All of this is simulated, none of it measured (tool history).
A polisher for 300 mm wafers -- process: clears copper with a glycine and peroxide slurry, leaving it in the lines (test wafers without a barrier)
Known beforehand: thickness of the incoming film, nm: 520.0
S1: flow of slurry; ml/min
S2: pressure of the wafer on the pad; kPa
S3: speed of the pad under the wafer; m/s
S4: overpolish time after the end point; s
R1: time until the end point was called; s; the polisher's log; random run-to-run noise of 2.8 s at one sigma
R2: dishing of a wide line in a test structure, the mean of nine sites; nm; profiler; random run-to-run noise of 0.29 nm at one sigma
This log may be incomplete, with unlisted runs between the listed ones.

Run 1, day 0.000: S1 185 ml/min, S2 15.9 kPa, S3 0.92 m/s, S4 13 s. Result: R1 141.670 s, R2 25.902 nm.
Run 2, day 0.150: S1 185 ml/min, S2 15.9 kPa, S3 0.92 m/s, S4 8 s. Result: R1 141.090 s, R2 18.357 nm.
Run 3, day 0.429: S1 185 ml/min, S2 15.2 kPa, S3 0.92 m/s, S4 9 s. Result: R1 141.190 s, R2 19.283 nm.
Run 4, day 0.638: S1 185 ml/min, S2 15.2 kPa, S3 1.06 m/s, S4 9 s. Result: R1 129.990 s, R2 21.352 nm.
Run 5, day 0.938: S1 185 ml/min, S2 17.2 kPa, S3 1.06 m/s, S4 9 s. Result: R1 111.790 s, R2 22.842 nm.
Run 6, day 1.117: S1 185 ml/min, S2 20.7 kPa, S3 1.06 m/s, S4 9 s. Result: R1 99.938 s, R2 25.867 nm.

Predict the results of run 7:
Run 7, day 1.483: S1 185 ml/min, S2 17.9 kPa, S3 1.04 m/s, S4 10 s. Result: R1 ?, R2 ?.

R1: 113.550 s
R2: 24.290 nm
